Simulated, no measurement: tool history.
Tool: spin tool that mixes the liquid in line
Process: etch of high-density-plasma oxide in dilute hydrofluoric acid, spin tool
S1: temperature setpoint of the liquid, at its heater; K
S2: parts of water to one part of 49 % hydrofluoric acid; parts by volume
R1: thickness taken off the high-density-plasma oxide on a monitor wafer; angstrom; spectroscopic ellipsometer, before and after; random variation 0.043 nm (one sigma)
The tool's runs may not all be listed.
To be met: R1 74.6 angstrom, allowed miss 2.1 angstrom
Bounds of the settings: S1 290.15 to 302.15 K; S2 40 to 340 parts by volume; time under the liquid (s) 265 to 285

run 1 hour=0 | S1=294.15 S2=190 time_under_the_liquid_(s)=265 | R1=54.328
run 2 hour=8.4 | S1=291.15 S2=190 time_under_the_liquid_(s)=265 | R1=48.09
run 3 hour=16.2 | S1=293.65 S2=190 time_under_the_liquid_(s)=265 | R1=52.674
run 4 hour=21.9 | S1=290.15 S2=190 time_under_the_liquid_(s)=265 | R1=46.282
run 5 hour=22.7 | S1=290.15 S2=190 time_under_the_liquid_(s)=285 | R1=49.87
run 6 hour=27 | S1=292.15 S2=190 time_under_the_liquid_(s)=285 | R1=53.989
run 7 hour=36 | S1=296.15 S2=185 time_under_the_liquid_(s)=285 | R1=64.817
run 8 hour=42 | S1=297.15 S2=185 time_under_the_liquid_(s)=285 | R1=67.34
run 9 hour=43.6 | S1=297.15 S2=185 time_under_the_liquid_(s)=285 | R1=66.689

Which of these 4 next moves meets every target?
run A hour=45.2 | S1=299.65 S2=180 time_under_the_liquid_(s)=275 | R1=?
run B hour=45.2 | S1=299.15 S2=170 time_under_the_liquid_(s)=285 | R1=?
run C hour=45.2 | S1=298.65 S2=170 time_under_the_liquid_(s)=285 | R1=?
run D hour=45.2 | S1=297.65 S2=180 time_under_the_liquid_(s)=285 | R1=?

move=A R1=73.141
move=B R1=79.768
move=C R1=78.314
move=D R1=70.448
A: meets every target
B: takes the result that was furthest off past its target
C: takes the result that was furthest off past its target
D: nearer than the last run, and not there yet
Move A is the one to make.

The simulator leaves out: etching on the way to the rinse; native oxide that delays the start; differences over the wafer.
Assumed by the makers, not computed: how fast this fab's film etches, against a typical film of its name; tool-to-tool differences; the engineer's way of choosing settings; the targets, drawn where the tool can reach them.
